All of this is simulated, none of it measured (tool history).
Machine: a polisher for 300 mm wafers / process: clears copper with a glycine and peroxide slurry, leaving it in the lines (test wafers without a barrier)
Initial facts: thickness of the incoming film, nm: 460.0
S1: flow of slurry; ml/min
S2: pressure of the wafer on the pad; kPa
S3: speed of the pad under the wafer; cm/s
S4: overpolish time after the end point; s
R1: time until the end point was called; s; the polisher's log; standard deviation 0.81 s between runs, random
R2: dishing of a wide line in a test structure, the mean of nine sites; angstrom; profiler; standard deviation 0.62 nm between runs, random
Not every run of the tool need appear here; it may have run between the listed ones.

run	day	S1	S2	S3	S4	R1	R2
1	0	180	11.7	122	30	105.15	305.21
2	0.338	180	13.1	122	30	98.135	308.74
3	0.392	185	13.1	122	28	97.708	320.89
4	0.704	185	13.1	112	28	104.07	305.54
5	0.821	150	13.1	112	28	108.34	304.64
6	0.975	150	13.1	112	19	107.49	270.3
7	1.167	160	13.8	112	19	104.3	288.2
8	1.346	165	14.5	112	18	99.649	281.57
9	1.629	170	14.5	112	18	98.155	290.54
10	1.892	175	14.5	112	17	97.42	264.57
11	1.983	180	14.5	112	19	98.162	290.43
12	2.167	185	14.5	112	19	97.744	289.65
13	2.362	190	14.5	112	19	96.124	284.21

Forecast run 14:
14	2.654	195	14.5	112	20	?	?

Logged for run 14: R1 98.61 s, R2 300.36 angstrom.

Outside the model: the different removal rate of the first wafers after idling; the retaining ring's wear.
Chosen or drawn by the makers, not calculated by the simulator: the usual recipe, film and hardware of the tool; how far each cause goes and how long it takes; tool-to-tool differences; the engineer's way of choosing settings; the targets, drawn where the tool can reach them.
